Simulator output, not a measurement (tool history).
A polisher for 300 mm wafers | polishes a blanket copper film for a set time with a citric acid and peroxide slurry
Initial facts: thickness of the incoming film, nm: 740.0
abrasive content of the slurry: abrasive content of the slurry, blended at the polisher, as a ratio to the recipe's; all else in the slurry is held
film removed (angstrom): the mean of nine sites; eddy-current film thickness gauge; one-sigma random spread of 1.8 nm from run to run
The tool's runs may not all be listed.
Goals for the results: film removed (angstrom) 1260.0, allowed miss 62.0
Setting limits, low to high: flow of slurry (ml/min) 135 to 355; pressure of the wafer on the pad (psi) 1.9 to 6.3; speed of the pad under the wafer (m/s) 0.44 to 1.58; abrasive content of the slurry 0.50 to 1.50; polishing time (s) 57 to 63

run    day  flow of slurry (ml/min)  pressure of the wafer on the pad (psi)  speed of the pad under the wafer (m/s)  abrasive content of the slurry  polishing time (s)  film removed (angstrom)
  1  0.000                      225                                     4.1                                    1.00                            1.00                  63                   1711.2
  2  0.362                      225                                     4.1                                    1.00                            1.00                  57                   1527.4
  3  0.475                      225                                     4.6                                    1.00                            1.00                  57                   1695.5
  4  0.812                      225                                     4.3                                    1.00                            1.00                  57                   1608.1
  5  1.033                      225                                     4.3                                    0.90                            1.00                  57                   1495.0
  6  1.250                      225                                     4.3                                    0.90                            0.90                  57                   1471.9
  7  1.458                      225                                     4.2                                    0.90                            0.90                  57                   1408.0
  8  1.671                      225                                     4.1                                    0.90                            0.90                  57                   1356.7

Consider the 5 candidate settings below. Which is the only one whose results all fall within their allowed miss of target?
  A  1.883                      245                                     4.1                                    0.94                            0.90                  59                        ?
  B  1.883                      250                                     3.5                                    1.06                            1.05                  60                        ?
  C  1.883                      205                                     4.0                                    0.94                            0.90                  63                        ?
  D  1.883                      220                                     4.9                                    0.84                            0.65                  60                        ?
  E  1.883                      215                                     3.2                                    0.94                            1.00                  63                        ?

move  film removed (angstrom)
   A                   1488.9
   B                   1501.2
   C                   1517.4
   D                   1521.5
   E                   1257.1
A: the biggest miss grows against the last run
B: the biggest miss grows against the last run
C: the biggest miss grows against the last run
D: the biggest miss grows against the last run
E: each result inside its tolerance
Move E is the one to make.
